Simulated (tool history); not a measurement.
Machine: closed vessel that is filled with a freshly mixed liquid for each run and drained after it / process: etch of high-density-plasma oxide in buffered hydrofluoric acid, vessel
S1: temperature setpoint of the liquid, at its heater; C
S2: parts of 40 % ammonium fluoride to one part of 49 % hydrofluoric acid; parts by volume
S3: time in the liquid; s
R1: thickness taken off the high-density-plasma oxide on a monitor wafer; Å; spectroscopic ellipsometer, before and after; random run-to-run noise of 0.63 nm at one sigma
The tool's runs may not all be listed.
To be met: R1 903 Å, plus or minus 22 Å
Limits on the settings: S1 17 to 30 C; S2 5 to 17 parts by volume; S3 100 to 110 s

run 1 hour=0 | S1=22 S2=10.5 S3=100 | R1=1344.1
run 2 hour=6.8 | S1=22 S2=9 S3=100 | R1=1518.1
run 3 hour=16 | S1=19.5 S2=9 S3=100 | R1=1321.8
run 4 hour=21.9 | S1=19 S2=9.5 S3=100 | R1=1235.9
run 5 hour=27.3 | S1=18.5 S2=10 S3=100 | R1=1175.9
run 6 hour=33.8 | S1=18.5 S2=10 S3=110 | R1=1290.4
run 7 hour=35.6 | S1=18.5 S2=10.5 S3=110 | R1=1222.4
run 8 hour=40.3 | S1=18.5 S2=11 S3=110 | R1=1164.6
run 9 hour=43.4 | S1=17.5 S2=12 S3=110 | R1=1017.1
run 10 hour=45.3 | S1=17 S2=12.5 S3=110 | R1=941.32

Exercise: of the 4 proposed moves below, exactly one satisfies all targets within the stated allowed misses. Which move is it?
run A hour=47.2 | S1=17 S2=13.5 S3=105 | R1=?
run B hour=47.2 | S1=18.5 S2=13 S3=105 | R1=?
run C hour=47.2 | S1=18 S2=12.5 S3=100 | R1=?
run D hour=47.2 | S1=17.5 S2=13 S3=110 | R1=?

move=A R1=836.29
move=B R1=945.14
move=C R1=909.27
move=D R1=935.49
A: pushes the last run's worst result past its target
B: the biggest miss grows against the last run
C: meets every target
D: closer than the last run, but not yet in spec
The move that meets every target is C.
